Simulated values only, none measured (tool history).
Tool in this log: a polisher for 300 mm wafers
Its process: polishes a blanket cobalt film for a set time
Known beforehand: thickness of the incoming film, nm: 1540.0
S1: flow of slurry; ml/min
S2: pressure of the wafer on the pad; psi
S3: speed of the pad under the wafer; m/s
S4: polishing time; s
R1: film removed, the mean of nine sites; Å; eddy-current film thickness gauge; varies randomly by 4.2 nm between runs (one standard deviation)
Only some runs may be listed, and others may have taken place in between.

| run | hour | S1 | S2 | S3 | S4 | R1 |
|---|---|---|---|---|---|---|
| 1 | 0 | 265 | 2.3 | 1.26 | 102 | 7103 |
| 2 | 3.4 | 260 | 2.2 | 1.26 | 102 | 6871.5 |
| 3 | 10.4 | 260 | 2.1 | 1.26 | 102 | 6727 |
| 4 | 16.1 | 260 | 2 | 1.26 | 102 | 6565 |
| 5 | 23.7 | 260 | 2 | 0.96 | 102 | 5071.5 |
| 6 | 29.5 | 260 | 2 | 0.96 | 107 | 5292.4 |

Forecast run 7:
| 7 | 31.3 | 265 | 2.2 | 0.96 | 107 | ? |

Logged for run 7: R1 5561.7 Å.
